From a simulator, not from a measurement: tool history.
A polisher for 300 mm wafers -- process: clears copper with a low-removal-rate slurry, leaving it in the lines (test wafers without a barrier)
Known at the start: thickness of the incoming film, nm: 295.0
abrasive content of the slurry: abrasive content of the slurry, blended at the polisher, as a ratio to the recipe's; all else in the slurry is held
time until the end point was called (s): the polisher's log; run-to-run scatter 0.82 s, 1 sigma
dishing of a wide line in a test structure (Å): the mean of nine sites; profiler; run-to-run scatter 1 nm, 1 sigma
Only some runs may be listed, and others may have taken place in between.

run,hour,flow of slurry (ml/min),pressure of the wafer on the pad (psi),speed of the pad under the wafer (cm/s),abrasive content of the slurry,overpolish time after the end point (s),time until the end point was called (s),dishing of a wide line in a test structure (Å)
1,0.0,315,3.1,124,1.0,17,60.568,605.49
2,1.9,315,3.1,124,1.0,13,61.882,474.97
3,5.2,315,3.4,124,1.0,13,55.758,500.41
4,10.7,315,3.4,108,1.0,13,63.765,464.62
5,14.3,315,3.4,108,1.0,14,63.286,489.29
6,21.4,315,3.4,108,1.0,15,64.112,524.82

Run 7, settings as shown, results not yet in. Your forecast:
7,28.7,315,3.4,108,1.0,16,?,?

{"run 7": {"time until the end point was called (s)": 64.776, "dishing of a wide line in a test structure (Å)": 547.17}}

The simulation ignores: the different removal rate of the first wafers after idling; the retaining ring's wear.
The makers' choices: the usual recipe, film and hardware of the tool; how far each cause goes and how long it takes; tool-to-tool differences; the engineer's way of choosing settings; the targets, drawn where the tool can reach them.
